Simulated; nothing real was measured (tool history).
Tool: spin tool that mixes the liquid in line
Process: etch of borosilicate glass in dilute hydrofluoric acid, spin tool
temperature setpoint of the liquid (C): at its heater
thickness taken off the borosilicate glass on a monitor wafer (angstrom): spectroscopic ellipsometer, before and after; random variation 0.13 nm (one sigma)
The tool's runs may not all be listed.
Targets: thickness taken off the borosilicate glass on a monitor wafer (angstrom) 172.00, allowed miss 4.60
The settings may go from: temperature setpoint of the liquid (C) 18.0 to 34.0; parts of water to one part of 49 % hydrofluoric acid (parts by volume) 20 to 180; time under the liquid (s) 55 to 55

run	hour	temperature setpoint of the liquid (C)	parts of water to one part of 49 % hydrofluoric acid (parts by volume)	time under the liquid (s)	thickness taken off the borosilicate glass on a monitor wafer (angstrom)
1	0.0	26.0	100	55	136.89
2	6.1	24.5	100	55	127.13
3	14.7	26.0	100	55	136.23
4	20.8	28.5	100	55	149.48
5	28.2	29.5	100	55	155.24
6	32.8	29.5	85	55	188.42
7	35.0	29.0	85	55	183.47
8	39.3	28.5	85	55	180.17
9	47.0	28.0	85	55	177.49

Which of these 4 next moves meets every target?
A	54.7	25.5	75	55	?
B	54.7	24.0	80	55	?
C	54.7	27.5	80	55	?
D	54.7	27.0	85	55	?

move	thickness taken off the borosilicate glass on a monitor wafer (angstrom)
A	184.58
B	161.90
C	185.98
D	170.49
A: further off than the last run
B: takes the result that was furthest off past its target
C: further off than the last run
D: meets every target
Answer: D
